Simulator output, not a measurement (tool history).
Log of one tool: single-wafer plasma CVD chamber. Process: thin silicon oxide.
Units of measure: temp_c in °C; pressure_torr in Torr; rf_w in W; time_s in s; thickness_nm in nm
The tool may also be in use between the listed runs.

| run | hour | temp_c | pressure_torr | rf_w | time_s | thickness_nm |
|---|---|---|---|---|---|---|
| 1 | 0 | 400 | 1.01 | 285 | 9.39 | 19.546 |
| 2 | 2.1 | 400 | 1.01 | 285 | 9.39 | 19.575 |
| 3 | 8.7 | 400 | 1.06 | 285 | 9.39 | 20.513 |
| 4 | 11.8 | 400 | 1.06 | 285 | 9.39 | 20.593 |
| 5 | 18.5 | 400 | 1.09 | 285 | 9.39 | 21.152 |
| 6 | 25.8 | 400 | 1.09 | 285 | 9.69 | 21.806 |
| 7 | 31.2 | 400 | 1.11 | 285 | 9.69 | 22.232 |
| 8 | 32.2 | 400 | 1.13 | 285 | 9.69 | 22.44 |
| 9 | 34.4 | 400 | 1.15 | 285 | 9.69 | 22.746 |
| 10 | 43.2 | 400 | 1.16 | 285 | 9.69 | 22.933 |

The next listed run, before its measurement:
| 11 | 44.9 | 400 | 1.16 | 285 | 9.69 | ? |

thickness_nm: 22.959 nm

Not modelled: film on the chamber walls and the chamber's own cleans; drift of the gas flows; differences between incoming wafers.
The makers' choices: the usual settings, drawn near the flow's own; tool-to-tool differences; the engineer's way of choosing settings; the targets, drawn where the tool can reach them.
